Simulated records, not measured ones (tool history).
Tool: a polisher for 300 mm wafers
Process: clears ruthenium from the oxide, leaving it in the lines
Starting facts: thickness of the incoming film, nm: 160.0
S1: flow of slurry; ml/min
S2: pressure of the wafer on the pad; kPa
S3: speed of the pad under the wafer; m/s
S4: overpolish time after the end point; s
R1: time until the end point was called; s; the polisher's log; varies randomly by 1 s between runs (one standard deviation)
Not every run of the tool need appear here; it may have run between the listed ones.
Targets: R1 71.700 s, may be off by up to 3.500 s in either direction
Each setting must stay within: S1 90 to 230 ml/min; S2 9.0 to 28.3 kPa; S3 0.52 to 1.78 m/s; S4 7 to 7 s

run,day,S1,S2,S3,S4,R1
1,0.000,150,18.6,1.14,7,112.300
2,0.121,175,18.6,1.14,7,105.950
3,0.417,175,18.6,0.94,7,129.430
4,0.475,175,22.1,0.94,7,109.240
5,0.504,175,22.1,0.94,7,108.720
6,0.775,175,22.1,0.94,7,111.660
7,0.958,180,23.4,0.98,7,98.685
8,1.250,180,24.8,1.00,7,91.108
9,1.550,180,25.5,1.02,7,85.589
10,1.679,180,26.2,1.02,7,84.115
11,1.804,180,26.9,1.04,7,79.849

5 candidate next runs follow, results not yet known. Just one meets every target within its allowed miss. Identify it.
A,1.929,205,28.3,1.08,7,?
B,1.929,165,23.4,0.98,7,?
C,1.929,180,27.6,1.00,7,?
D,1.929,205,27.6,1.04,7,?
E,1.929,170,21.4,1.26,7,?

move,R1
A,71.310
B,97.205
C,80.185
D,75.774
E,82.958
A: meets every target
B: the biggest miss grows against the last run
C: no better and no worse than the last run
D: better than the last run, though not everything is in spec
E: the biggest miss grows against the last run
Correct choice: A, which meets every target
